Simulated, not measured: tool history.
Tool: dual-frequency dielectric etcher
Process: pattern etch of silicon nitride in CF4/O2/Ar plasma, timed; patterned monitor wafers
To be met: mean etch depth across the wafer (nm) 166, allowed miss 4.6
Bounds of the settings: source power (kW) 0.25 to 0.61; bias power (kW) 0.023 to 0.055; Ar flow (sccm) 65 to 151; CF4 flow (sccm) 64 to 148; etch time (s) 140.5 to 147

run	hour	source power (kW)	bias power (kW)	Ar flow (sccm)	CF4 flow (sccm)	etch time (s)	mean etch depth across the wafer (nm)
1	0	0.43	0.039	108	106	140.5	190.1
2	5.8	0.36	0.039	108	106	140.5	160.08
3	13.1	0.36	0.046	108	106	140.5	172.4
4	19.9	0.36	0.046	92	106	140.5	175.67
5	26.6	0.35	0.046	92	106	140.5	170.55
6	29	0.29	0.046	92	106	140.5	143.25
7	37.9	0.3	0.046	92	106	140.5	149.03
8	39	0.35	0.047	92	106	140.5	174.41

Which of these 4 next moves meets every target?
A	40.1	0.39	0.038	65	115	143.5	?
B	40.1	0.34	0.043	69	101	146	?
C	40.1	0.34	0.041	89	119	144.5	?
D	40.1	0.37	0.046	94	96	142	?

move	mean etch depth across the wafer (nm)
A	189.42
B	174.39
C	164.57
D	178.09
A: further off than the last run
B: as far off as the last run
C: meets every target
D: further off than the last run
Move C is the one to make.
